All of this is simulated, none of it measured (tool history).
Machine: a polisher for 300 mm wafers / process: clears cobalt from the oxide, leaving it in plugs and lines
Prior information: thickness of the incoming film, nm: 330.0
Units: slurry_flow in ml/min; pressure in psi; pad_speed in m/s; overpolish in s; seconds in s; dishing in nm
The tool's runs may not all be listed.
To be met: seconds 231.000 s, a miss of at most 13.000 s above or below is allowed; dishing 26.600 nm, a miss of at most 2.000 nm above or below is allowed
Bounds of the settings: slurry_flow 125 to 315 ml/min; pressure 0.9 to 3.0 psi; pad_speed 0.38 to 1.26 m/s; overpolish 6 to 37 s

| run | hour | slurry_flow | pressure | pad_speed | overpolish | seconds | dishing |
|---|---|---|---|---|---|---|---|
| 1 | 0.0 | 205 | 1.9 | 0.82 | 19 | 79.030 | 34.724 |
| 2 | 8.0 | 205 | 1.9 | 0.90 | 19 | 71.331 | 36.862 |
| 3 | 10.8 | 200 | 1.6 | 0.78 | 21 | 94.690 | 33.832 |
| 4 | 19.1 | 180 | 1.4 | 0.68 | 22 | 132.220 | 31.939 |
| 5 | 20.5 | 180 | 1.9 | 0.68 | 22 | 97.566 | 34.566 |
| 6 | 24.3 | 180 | 2.1 | 0.68 | 22 | 86.950 | 36.207 |
| 7 | 32.8 | 175 | 1.8 | 0.62 | 22 | 111.470 | 33.121 |
| 8 | 39.9 | 170 | 1.6 | 0.58 | 22 | 134.760 | 30.646 |
| 9 | 40.6 | 165 | 1.4 | 0.56 | 23 | 160.470 | 29.939 |
| 10 | 49.1 | 160 | 1.3 | 0.56 | 23 | 174.800 | 28.807 |
| 11 | 53.0 | 155 | 1.2 | 0.56 | 23 | 183.410 | 26.432 |
| 12 | 56.6 | 155 | 1.2 | 0.56 | 23 | 187.870 | 26.770 |
|  | 63.8 | slurry nozzle cleaned |
| 13 | 63.8 | 150 | 1.1 | 0.56 | 24 | 189.820 | 26.449 |
| 14 | 71.9 | 155 | 1.1 | 0.54 | 25 | 194.670 | 26.795 |

4 next moves are on the table. One of them brings every result within its allowed miss. Which?
| A | 80.0 | 145 | 0.9 | 0.88 | 26 | ? | ? |
| B | 80.0 | 220 | 1.1 | 0.38 | 33 | ? | ? |
| C | 80.0 | 135 | 0.9 | 0.50 | 31 | ? | ? |
| D | 80.0 | 265 | 1.1 | 0.42 | 29 | ? | ? |

| move | seconds | dishing |
|---|---|---|
| A | 153.350 | 31.618 |
| B | 264.380 | 27.583 |
| C | 268.450 | 26.318 |
| D | 235.450 | 27.296 |
A: moves away from the targets compared with the last run
B: the result that was furthest off in the last run now lies on the other side of its target
C: the result that was furthest off in the last run now lies on the other side of its target
D: each result inside its tolerance
So the answer is move D, the one that meets all the targets.
